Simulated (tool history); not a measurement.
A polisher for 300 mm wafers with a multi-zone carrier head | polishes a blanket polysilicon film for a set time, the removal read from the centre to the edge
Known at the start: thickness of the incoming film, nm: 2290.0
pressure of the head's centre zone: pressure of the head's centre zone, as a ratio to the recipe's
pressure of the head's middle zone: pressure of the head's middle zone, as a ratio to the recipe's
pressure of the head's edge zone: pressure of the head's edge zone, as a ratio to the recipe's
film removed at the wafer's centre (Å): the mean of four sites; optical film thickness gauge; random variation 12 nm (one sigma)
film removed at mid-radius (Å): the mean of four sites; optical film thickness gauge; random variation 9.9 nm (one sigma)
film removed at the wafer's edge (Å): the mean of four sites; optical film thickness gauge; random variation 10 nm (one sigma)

run	hour	flow of slurry (ml/min)	pressure of the head's centre zone	pressure of the head's middle zone	pressure of the head's edge zone	polishing time (s)	film removed at the wafer's centre (Å)	film removed at mid-radius (Å)	film removed at the wafer's edge (Å)
1	0	225	1	1	1	79	7156.2	7089	6863.8
2	3.2	225	1	1	1.03	79	7157.4	7195.4	7027.9
3	9.9	225	1.05	1	1.03	79	7380.4	7092.4	6943.5
4	15	225	1.05	1.06	1.03	79	7481	7387.3	6942.5
5	16.7	225	1.05	1.06	1.03	87	8283.3	8255.3	7685.8
6	25.7	270	1.05	1.06	1.03	87	8281	8267.6	7863.5
7	28.6	270	1.06	1.06	1.04	88	8524.5	8403.5	7678.4
8	36.4	265	1.06	1.04	1.04	90	8726.2	8191.2	8124.7

Run 9 comes next. What will it give?
9	38.1	265	1.06	1.04	1.05	91	?	?	?

film removed at the wafer's centre (Å): 8630.5
film removed at mid-radius (Å): 8381.1
film removed at the wafer's edge (Å): 8348
